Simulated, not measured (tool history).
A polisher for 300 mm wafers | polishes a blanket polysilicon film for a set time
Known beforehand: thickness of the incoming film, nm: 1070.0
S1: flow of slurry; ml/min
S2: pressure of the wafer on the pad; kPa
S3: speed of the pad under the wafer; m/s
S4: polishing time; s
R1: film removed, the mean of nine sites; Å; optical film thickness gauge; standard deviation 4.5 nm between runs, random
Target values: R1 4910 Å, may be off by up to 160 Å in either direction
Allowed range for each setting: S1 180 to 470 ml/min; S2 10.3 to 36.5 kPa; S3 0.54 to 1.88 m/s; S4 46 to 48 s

Run 1, day 0: S1 300 ml/min, S2 23.4 kPa, S3 1.2 m/s, S4 46 s. Result: R1 6347.7 Å.
Run 2, day 0.267: S1 300 ml/min, S2 22.1 kPa, S3 1.2 m/s, S4 46 s. Result: R1 5932.3 Å.
Run 3, day 0.333: S1 300 ml/min, S2 22.1 kPa, S3 1.2 m/s, S4 46 s. Result: R1 5941.9 Å.
Run 4, day 0.404: S1 300 ml/min, S2 20.7 kPa, S3 1.2 m/s, S4 46 s. Result: R1 5571.2 Å.
Run 5, day 0.779: S1 350 ml/min, S2 20.7 kPa, S3 1.2 m/s, S4 46 s. Result: R1 5551.8 Å.
Run 6, day 1.025: S1 350 ml/min, S2 20.7 kPa, S3 1.2 m/s, S4 48 s. Result: R1 5920.2 Å.
Run 7, day 1.167: S1 350 ml/min, S2 19.3 kPa, S3 1.2 m/s, S4 48 s. Result: R1 5612.1 Å.
Run 8, day 1.404: S1 350 ml/min, S2 18.6 kPa, S3 1.2 m/s, S4 48 s. Result: R1 5440 Å.
Run 9, day 1.5: S1 350 ml/min, S2 17.9 kPa, S3 1.2 m/s, S4 48 s. Result: R1 5260.8 Å.
Run 10, day 1.821: S1 350 ml/min, S2 15.9 kPa, S3 1.2 m/s, S4 48 s. Result: R1 4605.3 Å.

Which single option among these 4 for the next run brings every result within its allowed miss of target? Just one does.
Run A, day 2.142: S1 345 ml/min, S2 17.2 kPa, S3 1.06 m/s, S4 48 s. Result: R1 ?.
Run B, day 2.142: S1 245 ml/min, S2 15.2 kPa, S3 1.24 m/s, S4 46 s. Result: R1 ?.
Run C, day 2.142: S1 235 ml/min, S2 15.2 kPa, S3 1.4 m/s, S4 47 s. Result: R1 ?.
Run D, day 2.142: S1 360 ml/min, S2 15.9 kPa, S3 1.06 m/s, S4 48 s. Result: R1 ?.

move      R1
   A  4403.2
   B  4269.1
   C  4892.3
   D    4090
A: its largest miss is bigger than the last run's
B: its largest miss is bigger than the last run's
C: every result within its allowed miss
D: its largest miss is bigger than the last run's
Go with C: it meets all targets.

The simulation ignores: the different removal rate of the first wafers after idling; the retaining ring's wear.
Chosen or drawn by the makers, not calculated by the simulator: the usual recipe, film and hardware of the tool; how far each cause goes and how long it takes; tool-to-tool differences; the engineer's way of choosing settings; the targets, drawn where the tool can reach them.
